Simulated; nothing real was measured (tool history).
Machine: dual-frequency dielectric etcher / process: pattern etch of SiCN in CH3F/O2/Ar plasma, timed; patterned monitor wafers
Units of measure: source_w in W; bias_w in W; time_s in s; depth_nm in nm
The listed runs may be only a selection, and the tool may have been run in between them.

| run | hour | source_w | bias_w | time_s | depth_nm |
|---|---|---|---|---|---|
| 1 | 0.0 | 500 | 105 | 30 | 13.734 |
| 2 | 7.3 | 500 | 105 | 27 | 12.437 |
| 3 | 13.2 | 500 | 112 | 27 | 12.602 |
| 4 | 20.9 | 530 | 112 | 27 | 12.858 |
| 5 | 26.3 | 480 | 106 | 27 | 12.224 |
| 6 | 31.0 | 560 | 106 | 27 | 12.827 |

Forecast run 7:
| 7 | 32.4 | 520 | 100 | 27 | ? |

depth_nm: 12.361 nm

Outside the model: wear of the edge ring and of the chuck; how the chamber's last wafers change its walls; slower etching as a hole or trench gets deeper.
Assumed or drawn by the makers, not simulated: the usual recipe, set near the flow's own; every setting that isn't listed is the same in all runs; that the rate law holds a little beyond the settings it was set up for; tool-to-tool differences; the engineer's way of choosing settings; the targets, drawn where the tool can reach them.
